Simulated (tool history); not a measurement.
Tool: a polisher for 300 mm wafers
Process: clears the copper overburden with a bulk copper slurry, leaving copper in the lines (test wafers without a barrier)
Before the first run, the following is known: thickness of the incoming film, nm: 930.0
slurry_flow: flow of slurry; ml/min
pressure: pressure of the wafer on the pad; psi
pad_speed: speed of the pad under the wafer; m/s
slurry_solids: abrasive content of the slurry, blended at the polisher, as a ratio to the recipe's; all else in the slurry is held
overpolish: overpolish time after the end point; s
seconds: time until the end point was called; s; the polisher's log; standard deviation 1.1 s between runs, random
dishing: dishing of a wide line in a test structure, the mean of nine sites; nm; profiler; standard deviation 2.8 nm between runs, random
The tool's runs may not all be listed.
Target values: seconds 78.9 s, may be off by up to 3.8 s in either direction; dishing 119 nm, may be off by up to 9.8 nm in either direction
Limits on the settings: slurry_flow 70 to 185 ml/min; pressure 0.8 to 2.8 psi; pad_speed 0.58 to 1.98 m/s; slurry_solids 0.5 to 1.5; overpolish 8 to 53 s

run 1 hour=0 | slurry_flow=120 pressure=1.8 pad_speed=1.28 slurry_solids=1 overpolish=27 | seconds=127.5 dishing=83.69
run 2 hour=4.4 | slurry_flow=120 pressure=2 pad_speed=1.28 slurry_solids=1 overpolish=28 | seconds=116.93 dishing=91.184
run 3 hour=6.6 | slurry_flow=120 pressure=2.1 pad_speed=1.3 slurry_solids=1 overpolish=28 | seconds=109.95 dishing=94.507
run 4 hour=11.9 | slurry_flow=120 pressure=2.2 pad_speed=1.3 slurry_solids=1 overpolish=28 | seconds=105.07 dishing=97.998
run 5 hour=13.8 | slurry_flow=120 pressure=2.2 pad_speed=1.3 slurry_solids=1 overpolish=33 | seconds=103.79 dishing=103.25
run 6 hour=21.9 | slurry_flow=100 pressure=2.2 pad_speed=1.3 slurry_solids=1 overpolish=33 | seconds=107.62 dishing=100.34
run 7 hour=24.3 | slurry_flow=100 pressure=2.3 pad_speed=1.3 slurry_solids=1 overpolish=32 | seconds=106.6 dishing=103.96
run 8 hour=27 | slurry_flow=110 pressure=2.4 pad_speed=1.3 slurry_solids=1 overpolish=31 | seconds=99.534 dishing=104.05
run 9 hour=28.3 | slurry_flow=110 pressure=2.4 pad_speed=1.3 slurry_solids=1 overpolish=31 | seconds=96.824 dishing=104.62
run 10 hour=35.5 | slurry_flow=115 pressure=2.5 pad_speed=1.3 slurry_solids=1 overpolish=31 | seconds=92.716 dishing=102.91
run 11 hour=43.7 | slurry_flow=115 pressure=2.5 pad_speed=1.3 slurry_solids=1 overpolish=33 | seconds=92.373 dishing=106.3
run 12 hour=50.8 | slurry_flow=120 pressure=2.5 pad_speed=1.3 slurry_solids=1 overpolish=34 | seconds=91.29 dishing=104.7
run 13 hour=57.9 | slurry_flow=120 pressure=2.5 pad_speed=1.3 slurry_solids=1 overpolish=34 | seconds=92.397 dishing=111.38
run 14 hour=64.7 | slurry_flow=120 pressure=2.6 pad_speed=1.3 slurry_solids=1 overpolish=34 | seconds=87.472 dishing=106.74
run 15 hour=66.6 | slurry_flow=120 pressure=2.6 pad_speed=1.3 slurry_solids=1 overpolish=36 | seconds=88.043 dishing=115.35

Below are 5 possible settings for the next run. Only one of them brings all results inside the allowed miss of their targets. Which is it?
run A hour=68.5 | slurry_flow=120 pressure=2.8 pad_speed=1.18 slurry_solids=1 overpolish=44 | seconds=? dishing=?
run B hour=68.5 | slurry_flow=115 pressure=2.8 pad_speed=1.12 slurry_solids=1.1 overpolish=53 | seconds=? dishing=?
run C hour=68.5 | slurry_flow=160 pressure=2.5 pad_speed=1.4 slurry_solids=1.15 overpolish=42 | seconds=? dishing=?
run D hour=68.5 | slurry_flow=120 pressure=2.7 pad_speed=1.18 slurry_solids=1.1 overpolish=30 | seconds=? dishing=?
run E hour=68.5 | slurry_flow=120 pressure=2.6 pad_speed=1.32 slurry_solids=1 overpolish=35 | seconds=? dishing=?

move=A seconds=92.779 dishing=114.85
move=B seconds=96.737 dishing=116.6
move=C seconds=80.691 dishing=111.44
move=D seconds=94.36 dishing=105.12
move=E seconds=89.493 dishing=108.81
A: further off than the last run
B: further off than the last run
C: all results land within tolerance of their targets
D: further off than the last run
E: further off than the last run
Answer: C
